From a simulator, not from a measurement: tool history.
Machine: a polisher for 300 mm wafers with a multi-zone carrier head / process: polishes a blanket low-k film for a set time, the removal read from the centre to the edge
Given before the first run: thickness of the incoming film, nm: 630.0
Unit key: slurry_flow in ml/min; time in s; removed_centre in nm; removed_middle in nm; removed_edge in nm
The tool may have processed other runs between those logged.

run 1 hour=0.0 | slurry_flow=205 centre_zone=1.00 middle_zone=1.00 edge_zone=1.00 slurry_solids=1.00 time=79 | removed_centre=29.168 removed_middle=28.658 removed_edge=27.587
run 2 hour=8.0 | slurry_flow=205 centre_zone=1.00 middle_zone=0.97 edge_zone=1.00 slurry_solids=1.00 time=79 | removed_centre=29.381 removed_middle=28.123 removed_edge=28.007
run 3 hour=10.4 | slurry_flow=205 centre_zone=1.06 middle_zone=0.97 edge_zone=1.00 slurry_solids=1.00 time=79 | removed_centre=31.005 removed_middle=28.092 removed_edge=27.993
run 4 hour=15.8 | slurry_flow=205 centre_zone=1.10 middle_zone=0.97 edge_zone=1.00 slurry_solids=1.00 time=79 | removed_centre=32.402 removed_middle=28.095 removed_edge=28.635
run 5 hour=22.7 | slurry_flow=205 centre_zone=1.04 middle_zone=0.97 edge_zone=1.00 slurry_solids=1.00 time=79 | removed_centre=30.752 removed_middle=27.992 removed_edge=27.622
run 6 hour=24.6 | slurry_flow=165 centre_zone=1.04 middle_zone=0.97 edge_zone=1.00 slurry_solids=1.00 time=79 | removed_centre=29.643 removed_middle=27.157 removed_edge=27.501
run 7 hour=29.8 | slurry_flow=170 centre_zone=1.04 middle_zone=0.99 edge_zone=1.02 slurry_solids=1.05 time=79 | removed_centre=30.655 removed_middle=28.289 removed_edge=28.157
run 8 hour=38.7 | slurry_flow=180 centre_zone=0.95 middle_zone=1.05 edge_zone=1.12 slurry_solids=1.30 time=83 | removed_centre=32.752 removed_middle=34.742 removed_edge=34.696
run 9 hour=43.0 | slurry_flow=185 centre_zone=0.96 middle_zone=1.05 edge_zone=1.12 slurry_solids=1.30 time=83 | removed_centre=32.569 removed_middle=35.107 removed_edge=34.084

Expected results for the next run?
run 10 hour=47.9 | slurry_flow=190 centre_zone=0.97 middle_zone=1.05 edge_zone=1.13 slurry_solids=1.30 time=83 | removed_centre=? removed_middle=? removed_edge=?

Logged for run 10: removed_centre 33.490 nm, removed_middle 34.634 nm, removed_edge 34.586 nm.

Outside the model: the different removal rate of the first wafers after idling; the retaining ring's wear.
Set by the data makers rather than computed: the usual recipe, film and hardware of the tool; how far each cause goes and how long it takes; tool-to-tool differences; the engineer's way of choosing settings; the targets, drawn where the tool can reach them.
